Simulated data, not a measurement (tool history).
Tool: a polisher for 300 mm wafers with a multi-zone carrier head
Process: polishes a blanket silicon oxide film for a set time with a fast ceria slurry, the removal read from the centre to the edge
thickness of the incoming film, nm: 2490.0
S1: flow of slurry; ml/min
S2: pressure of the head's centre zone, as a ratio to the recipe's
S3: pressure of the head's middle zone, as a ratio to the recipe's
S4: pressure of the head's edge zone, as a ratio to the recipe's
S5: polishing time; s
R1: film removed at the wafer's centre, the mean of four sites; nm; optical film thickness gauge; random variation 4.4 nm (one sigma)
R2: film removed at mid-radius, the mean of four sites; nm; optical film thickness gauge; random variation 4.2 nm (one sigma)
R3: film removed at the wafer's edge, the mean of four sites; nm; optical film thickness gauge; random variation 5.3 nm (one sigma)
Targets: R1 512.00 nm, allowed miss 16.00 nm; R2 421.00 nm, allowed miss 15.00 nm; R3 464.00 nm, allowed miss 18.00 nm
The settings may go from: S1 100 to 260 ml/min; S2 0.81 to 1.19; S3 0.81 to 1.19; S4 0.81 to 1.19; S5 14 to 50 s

| run | hour | S1 | S2 | S3 | S4 | S5 | R1 | R2 | R3 |
|---|---|---|---|---|---|---|---|---|---|
| 1 | 0.0 | 165 | 1.00 | 1.00 | 1.00 | 32 | 545.34 | 512.26 | 555.39 |
| 2 | 7.2 | 160 | 1.00 | 0.99 | 0.98 | 32 | 543.59 | 515.95 | 534.35 |
| 3 | 14.1 | 160 | 1.00 | 0.99 | 0.90 | 32 | 546.37 | 504.19 | 516.64 |
| 4 | 22.2 | 160 | 1.00 | 0.99 | 0.90 | 29 | 482.57 | 460.00 | 473.63 |
| 5 | 26.3 | 160 | 1.00 | 0.99 | 0.93 | 29 | 499.87 | 468.44 | 468.25 |
| 6 | 34.4 | 190 | 1.00 | 0.99 | 0.93 | 29 | 503.33 | 476.86 | 484.67 |
| 7 | 35.9 | 185 | 1.00 | 0.98 | 0.93 | 29 | 507.31 | 470.75 | 479.53 |
| 8 | 39.0 | 180 | 1.00 | 0.97 | 0.93 | 29 | 506.04 | 460.93 | 489.44 |
| 9 | 41.0 | 180 | 1.00 | 0.97 | 0.93 | 29 | 513.30 | 472.39 | 484.01 |

4 next moves are on the table. One of them brings every result within its allowed miss. Which?
| A | 43.0 | 150 | 1.08 | 0.92 | 0.98 | 28 | ? | ? | ? |
| B | 43.0 | 200 | 1.07 | 1.02 | 0.82 | 29 | ? | ? | ? |
| C | 43.0 | 165 | 1.03 | 0.99 | 0.93 | 29 | ? | ? | ? |
| D | 43.0 | 180 | 0.97 | 1.09 | 0.87 | 30 | ? | ? | ? |

| move | R1 | R2 | R3 |
|---|---|---|---|
| A | 508.56 | 408.30 | 460.88 |
| B | 550.90 | 477.18 | 459.68 |
| C | 512.26 | 453.16 | 472.59 |
| D | 507.30 | 509.97 | 480.50 |
A: meets every target
B: further off than the last run
C: nearer than the last run, and not there yet
D: further off than the last run
Answer: A
